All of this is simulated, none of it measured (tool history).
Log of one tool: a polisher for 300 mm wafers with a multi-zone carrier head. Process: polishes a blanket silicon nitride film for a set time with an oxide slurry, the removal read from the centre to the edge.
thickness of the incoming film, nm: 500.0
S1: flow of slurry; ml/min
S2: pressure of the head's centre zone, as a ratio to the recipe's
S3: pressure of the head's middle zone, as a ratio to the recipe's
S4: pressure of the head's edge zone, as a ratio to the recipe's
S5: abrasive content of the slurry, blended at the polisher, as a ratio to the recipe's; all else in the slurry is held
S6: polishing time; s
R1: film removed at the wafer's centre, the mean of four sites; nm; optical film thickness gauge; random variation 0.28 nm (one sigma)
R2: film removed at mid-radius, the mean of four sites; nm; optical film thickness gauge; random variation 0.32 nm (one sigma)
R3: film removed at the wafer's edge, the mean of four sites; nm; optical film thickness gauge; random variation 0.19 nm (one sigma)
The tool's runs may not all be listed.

run,hour,S1,S2,S3,S4,S5,S6,R1,R2,R3
1,0.0,135,1.00,1.00,1.00,1.0,32,28.817,28.440,29.516
2,3.2,140,1.01,0.99,1.00,1.0,32,29.554,28.147,29.670
3,8.3,145,1.02,0.98,1.00,1.0,32,30.131,28.450,29.612
4,13.2,145,1.02,0.98,1.00,0.8,32,27.513,26.071,27.399
5,18.4,150,1.03,0.97,1.01,0.8,32,28.277,25.836,27.574
6,20.8,155,1.04,0.97,1.02,0.8,32,28.071,26.080,27.990
7,27.0,160,1.06,0.97,1.02,0.8,32,29.155,26.690,28.013
8,33.7,165,1.07,0.96,1.03,0.8,32,29.978,26.913,28.170

Forecast run 9:
9,37.2,170,1.08,0.95,1.04,0.8,32,?,?,?

{"run 9": {"R1": 30.371, "R2": 26.337, "R3": 28.651}}
